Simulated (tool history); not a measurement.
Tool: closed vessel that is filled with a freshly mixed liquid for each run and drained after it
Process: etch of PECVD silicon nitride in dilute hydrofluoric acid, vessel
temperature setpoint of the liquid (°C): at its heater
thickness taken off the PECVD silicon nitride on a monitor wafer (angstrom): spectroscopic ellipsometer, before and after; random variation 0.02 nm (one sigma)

| run | day | temperature setpoint of the liquid (°C) | parts of water to one part of 49 % hydrofluoric acid (parts by volume) | time in the liquid (s) | thickness taken off the PECVD silicon nitride on a monitor wafer (angstrom) |
|---|---|---|---|---|---|
| 1 | 0.000 | 21.0 | 90 | 210 | 89.477 |
| 2 | 0.108 | 19.5 | 110 | 210 | 67.084 |
| 3 | 0.271 | 17.0 | 110 | 210 | 56.489 |
| 4 | 0.321 | 17.0 | 130 | 210 | 47.970 |
| 5 | 0.642 | 17.0 | 140 | 200 | 42.406 |
| 6 | 0.958 | 17.0 | 140 | 210 | 44.731 |
| 7 | 1.246 | 17.0 | 145 | 195 | 39.691 |
| 8 | 1.358 | 17.0 | 150 | 195 | 38.489 |

Run 9 comes next. What will it give?
| 9 | 1.554 | 17.0 | 155 | 195 | ? |

Run 9 gave thickness taken off the PECVD silicon nitride on a monitor wafer (angstrom) 37.389.
